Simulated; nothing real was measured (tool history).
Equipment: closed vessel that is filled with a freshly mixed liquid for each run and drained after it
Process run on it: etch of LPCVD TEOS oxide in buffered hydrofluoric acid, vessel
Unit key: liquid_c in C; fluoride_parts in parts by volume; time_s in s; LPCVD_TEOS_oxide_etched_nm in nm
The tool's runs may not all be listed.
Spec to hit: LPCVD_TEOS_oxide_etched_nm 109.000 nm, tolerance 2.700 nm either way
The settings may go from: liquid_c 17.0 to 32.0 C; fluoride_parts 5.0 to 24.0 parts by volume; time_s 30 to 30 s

run  hour  liquid_c  fluoride_parts  time_s  LPCVD_TEOS_oxide_etched_nm
  1   0.0      24.0            14.5      30                      76.687
  2   8.9      26.0            14.5      30                      85.737
  3  14.4      26.0            10.5      30                     117.470
  4  22.0      26.0            10.5      30                     119.130
  5  23.9      26.0            10.5      30                     118.080
  6  29.8      26.0             7.5      30                     161.660
  7  36.4      25.0             7.5      30                     152.250
  8  43.1      24.0             7.5      30                     144.450
  9  45.1      23.0             7.5      30                     136.990

Exactly one of the 4 candidate moves below puts every result within its allowed miss. Which one?
  A  47.1      26.5             8.0      30                           ?
  B  47.1      22.5             8.5      30                           ?
  C  47.1      20.5             7.5      30                           ?
  D  47.1      21.5             8.5      30                           ?

move  LPCVD_TEOS_oxide_etched_nm
   A                     154.780
   B                     116.640
   C                     119.570
   D                     110.380
A: lands further from the targets than the last run did
B: nearer than the last run, and not there yet
C: nearer than the last run, and not there yet
D: in spec on every target
Answer: D
